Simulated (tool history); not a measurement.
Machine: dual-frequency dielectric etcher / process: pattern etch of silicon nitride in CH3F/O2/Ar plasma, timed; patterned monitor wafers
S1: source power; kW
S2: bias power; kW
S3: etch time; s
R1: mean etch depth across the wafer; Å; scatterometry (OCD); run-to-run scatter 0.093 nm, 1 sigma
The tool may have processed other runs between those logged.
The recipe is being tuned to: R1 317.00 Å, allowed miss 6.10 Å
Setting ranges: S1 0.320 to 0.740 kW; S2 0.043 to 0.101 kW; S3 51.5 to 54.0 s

Run 1, hour 0.0: S1 0.530 kW, S2 0.072 kW, S3 51.5 s. Result: R1 346.01 Å.
Run 2, hour 5.1: S1 0.530 kW, S2 0.072 kW, S3 51.5 s. Result: R1 347.02 Å.
Run 3, hour 6.2: S1 0.520 kW, S2 0.072 kW, S3 51.5 s. Result: R1 342.23 Å.
Run 4, hour 10.8: S1 0.510 kW, S2 0.072 kW, S3 51.5 s. Result: R1 339.91 Å.
Run 5, hour 17.2: S1 0.560 kW, S2 0.072 kW, S3 51.5 s. Result: R1 352.70 Å.
Run 6, hour 23.0: S1 0.540 kW, S2 0.072 kW, S3 51.5 s. Result: R1 347.76 Å.
Run 7, hour 30.3: S1 0.530 kW, S2 0.072 kW, S3 51.5 s. Result: R1 346.28 Å.
Run 8, hour 37.2: S1 0.430 kW, S2 0.068 kW, S3 51.5 s. Result: R1 309.95 Å.

Next run, 5 choices. One meets every target within its allowed miss, the rest don't. Which?
Run A, hour 44.1: S1 0.430 kW, S2 0.070 kW, S3 52.5 s. Result: R1 ?.
Run B, hour 44.1: S1 0.430 kW, S2 0.075 kW, S3 54.0 s. Result: R1 ?.
Run C, hour 44.1: S1 0.420 kW, S2 0.073 kW, S3 54.0 s. Result: R1 ?.
Run D, hour 44.1: S1 0.520 kW, S2 0.059 kW, S3 52.5 s. Result: R1 ?.
Run E, hour 44.1: S1 0.410 kW, S2 0.081 kW, S3 53.0 s. Result: R1 ?.

move      R1
   A  318.77
   B  334.16
   C  328.23
   D  331.47
   E  328.23
A: in spec on every target
B: carries the result that was furthest off beyond its target, to the other side
C: carries the result that was furthest off beyond its target, to the other side
D: carries the result that was furthest off beyond its target, to the other side
E: carries the result that was furthest off beyond its target, to the other side
Move A is the one to make.
